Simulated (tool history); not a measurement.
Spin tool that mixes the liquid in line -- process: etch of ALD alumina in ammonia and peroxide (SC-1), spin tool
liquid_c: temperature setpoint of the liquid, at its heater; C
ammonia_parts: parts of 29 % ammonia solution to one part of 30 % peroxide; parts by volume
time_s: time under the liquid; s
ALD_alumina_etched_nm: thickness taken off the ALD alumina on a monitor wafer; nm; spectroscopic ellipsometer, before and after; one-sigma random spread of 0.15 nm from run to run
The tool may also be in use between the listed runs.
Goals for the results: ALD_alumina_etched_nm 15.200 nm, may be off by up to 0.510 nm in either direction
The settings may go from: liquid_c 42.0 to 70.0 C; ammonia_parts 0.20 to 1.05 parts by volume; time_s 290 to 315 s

run    day  liquid_c  ammonia_parts  time_s  ALD_alumina_etched_nm
  1  0.000      58.0           0.55     290                 19.788
  2  0.079      57.0           0.55     290                 18.592
  3  0.158      63.5           0.55     290                 25.475
  4  0.433      61.5           0.55     290                 23.486
  5  0.721      60.0           0.55     290                 21.880
  6  1.046      58.5           0.55     290                 20.055
  7  1.308      57.5           0.55     290                 19.311
  8  1.354      56.5           0.55     290                 18.303
  9  1.671      56.0           0.55     290                 17.836
 10  1.704      55.5           0.55     290                 17.340
 11  1.979      55.0           0.55     290                 16.784
 12  2.154      54.5           0.55     290                 16.480
 13  2.233      54.0           0.55     290                 16.006

Pick the move, out of 4, that brings all results within their allowed miss; only one does.
  A  2.312      53.5           0.50     315                      ?
  B  2.312      55.0           0.50     290                      ?
  C  2.312      51.0           0.70     315                      ?
  D  2.312      55.0           0.60     290                      ?

move  ALD_alumina_etched_nm
   A                 16.722
   B                 16.679
   C                 15.079
   D                 16.969
A: further off than the last run
B: further off than the last run
C: in spec on every target
D: further off than the last run
Go with C: it meets all targets.
